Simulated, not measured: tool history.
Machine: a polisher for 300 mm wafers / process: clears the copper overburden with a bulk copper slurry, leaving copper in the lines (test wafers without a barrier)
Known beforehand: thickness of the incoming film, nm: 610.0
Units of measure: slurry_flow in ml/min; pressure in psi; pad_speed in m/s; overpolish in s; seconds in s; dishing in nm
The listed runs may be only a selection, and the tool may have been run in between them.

Run 1, hour 0.0: slurry_flow 175 ml/min, pressure 3.0 psi, pad_speed 1.22 m/s, slurry_solids 1.0, overpolish 26 s. Result: seconds 60.083 s, dishing 109.190 nm.
Run 2, hour 4.3: slurry_flow 175 ml/min, pressure 3.0 psi, pad_speed 1.22 m/s, slurry_solids 1.0, overpolish 35 s. Result: seconds 60.248 s, dishing 117.420 nm.
Run 3, hour 9.3: slurry_flow 175 ml/min, pressure 3.0 psi, pad_speed 0.96 m/s, slurry_solids 1.0, overpolish 35 s. Result: seconds 70.161 s, dishing 113.430 nm.
Run 4, hour 11.5: slurry_flow 175 ml/min, pressure 3.0 psi, pad_speed 0.96 m/s, slurry_solids 0.8, overpolish 35 s. Result: seconds 72.862 s, dishing 114.240 nm.
Run 5, hour 19.6: slurry_flow 175 ml/min, pressure 3.0 psi, pad_speed 0.96 m/s, slurry_solids 0.8, overpolish 26 s. Result: seconds 70.748 s, dishing 102.410 nm.
Run 6, hour 27.9: slurry_flow 175 ml/min, pressure 2.7 psi, pad_speed 0.96 m/s, slurry_solids 0.8, overpolish 25 s. Result: seconds 79.344 s, dishing 96.092 nm.
Run 7, hour 33.1: slurry_flow 175 ml/min, pressure 2.5 psi, pad_speed 0.96 m/s, slurry_solids 0.8, overpolish 24 s. Result: seconds 84.826 s, dishing 87.334 nm.
Run 8, hour 36.9: slurry_flow 175 ml/min, pressure 2.4 psi, pad_speed 0.96 m/s, slurry_solids 0.8, overpolish 25 s. Result: seconds 86.728 s, dishing 87.217 nm.
Run 9, hour 41.6: slurry_flow 175 ml/min, pressure 2.3 psi, pad_speed 0.96 m/s, slurry_solids 0.8, overpolish 26 s. Result: seconds 89.767 s, dishing 85.529 nm.

The next listed run, before its measurement:
Run 10, hour 43.8: slurry_flow 165 ml/min, pressure 1.8 psi, pad_speed 0.94 m/s, slurry_solids 0.8, overpolish 27 s. Result: seconds ?, dishing ?.

seconds: 110.380 s
dishing: 74.689 nm
